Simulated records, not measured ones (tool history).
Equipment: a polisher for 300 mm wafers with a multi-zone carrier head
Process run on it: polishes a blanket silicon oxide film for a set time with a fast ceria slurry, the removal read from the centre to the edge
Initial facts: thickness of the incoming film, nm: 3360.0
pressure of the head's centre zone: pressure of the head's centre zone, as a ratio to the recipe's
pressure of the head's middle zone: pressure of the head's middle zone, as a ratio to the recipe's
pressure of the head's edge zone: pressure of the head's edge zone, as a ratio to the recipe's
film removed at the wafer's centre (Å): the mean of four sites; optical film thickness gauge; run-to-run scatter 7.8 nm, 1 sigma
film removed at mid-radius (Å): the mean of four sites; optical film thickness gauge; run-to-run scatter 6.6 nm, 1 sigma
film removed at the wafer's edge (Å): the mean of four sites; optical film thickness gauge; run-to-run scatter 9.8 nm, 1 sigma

run,hour,flow of slurry (ml/min),pressure of the head's centre zone,pressure of the head's middle zone,pressure of the head's edge zone,polishing time (s),film removed at the wafer's centre (Å),film removed at mid-radius (Å),film removed at the wafer's edge (Å)
1,0.0,230,1.00,1.00,1.00,52,10454,10429.0,10362.0
2,5.5,230,1.00,1.05,1.00,52,10169,10845.0,10389.0
3,11.9,220,1.01,1.02,0.97,51,10142,10228.0,9966.3
4,14.7,220,1.01,0.96,0.97,51,10047,10028.0,10082.0
5,17.1,215,1.04,0.94,0.94,50,10180,9438.9,9487.4
6,20.5,215,1.04,0.94,0.94,61,12707,11621.0,11765.0
7,26.1,210,1.04,0.92,0.91,58,11829,10827.0,11189.0
8,29.3,210,1.05,0.92,0.90,55,11406,10092.0,10452.0
9,30.6,205,1.06,0.93,0.89,53,10901,9882.6,10048.0
10,32.7,205,1.07,0.93,0.88,52,10901,9741.0,9990.2
11,40.9,215,1.08,0.93,0.87,50,10666,9254.7,9262.5

Expected results for the next run?
12,49.6,215,1.08,0.93,0.86,50,?,?,?

Run 12 yielded film removed at the wafer's centre (Å) 10475, film removed at mid-radius (Å) 9268.4, film removed at the wafer's edge (Å) 9291.8.
